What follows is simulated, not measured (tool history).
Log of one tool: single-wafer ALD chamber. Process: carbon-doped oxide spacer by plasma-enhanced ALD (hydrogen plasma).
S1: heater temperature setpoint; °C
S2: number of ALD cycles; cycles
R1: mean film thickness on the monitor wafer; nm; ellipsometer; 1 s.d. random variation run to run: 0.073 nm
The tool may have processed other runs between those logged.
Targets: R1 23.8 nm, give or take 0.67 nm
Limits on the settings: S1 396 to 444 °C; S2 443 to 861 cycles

run	hour	S1	S2	R1
1	0	420	652	28.961
2	5.5	420	693	30.995
3	9.8	420	612	27.225
4	18.2	425	612	26.793
5	25	425	693	30.337
6	32.1	425	746	32.944
7	34.3	426	721	31.417
8	40.4	427	701	30.442
9	46.9	428	683	29.85
10	53.6	428	663	28.905
11	57.1	428	646	27.993
12	61.8	429	633	27.484
13	65.2	434	529	22.522
14	72.1	433	532	22.811
15	80.4	433	534	22.982
16	87.8	433	536	23.053
17	96.1	433	538	22.995
18	100.3	433	540	23.101

5 next moves are on the table. One of them brings every result within its allowed miss. Which?
A	104.5	423	505	?
B	104.5	432	512	?
C	104.5	444	514	?
D	104.5	443	521	?
E	104.5	435	564	?

move	R1
A	22.312
B	22.045
C	21.359
D	21.715
E	24.072
A: misses by more than the last run did
B: misses by more than the last run did
C: misses by more than the last run did
D: misses by more than the last run did
E: all results land within tolerance of their targets
Go with E: it meets all targets.
